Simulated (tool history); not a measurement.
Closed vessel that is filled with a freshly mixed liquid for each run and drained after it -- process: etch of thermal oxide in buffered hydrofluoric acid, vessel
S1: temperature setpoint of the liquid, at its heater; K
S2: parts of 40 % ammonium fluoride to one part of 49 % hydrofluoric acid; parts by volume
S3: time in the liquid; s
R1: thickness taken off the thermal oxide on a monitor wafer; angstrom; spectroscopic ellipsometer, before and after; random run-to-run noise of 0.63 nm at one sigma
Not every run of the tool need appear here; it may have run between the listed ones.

{"run": 1, "day": 0.0, "S1": 294.15, "S2": 9.5, "S3": 100, "R1": 970.47}
{"run": 2, "day": 0.092, "S1": 294.15, "S2": 9.5, "S3": 100, "R1": 957.76}
{"run": 3, "day": 0.396, "S1": 292.65, "S2": 9.5, "S3": 100, "R1": 897.36}
{"run": 4, "day": 0.554, "S1": 291.65, "S2": 10, "S3": 100, "R1": 790.54}
{"run": 5, "day": 0.825, "S1": 291.65, "S2": 10, "S3": 110, "R1": 878.96}
{"run": 6, "day": 0.862, "S1": 291.65, "S2": 9, "S3": 110, "R1": 968.7}
{"run": 7, "day": 1.004, "S1": 291.15, "S2": 9.5, "S3": 110, "R1": 905}
{"run": 8, "day": 1.196, "S1": 290.65, "S2": 10, "S3": 110, "R1": 832.44}

Run 9 has not been measured yet. What should we expect?
{"run": 9, "day": 1.233, "S1": 290.65, "S2": 10.5, "S3": 110, "R1": "?"}

R1: 804.79 angstrom

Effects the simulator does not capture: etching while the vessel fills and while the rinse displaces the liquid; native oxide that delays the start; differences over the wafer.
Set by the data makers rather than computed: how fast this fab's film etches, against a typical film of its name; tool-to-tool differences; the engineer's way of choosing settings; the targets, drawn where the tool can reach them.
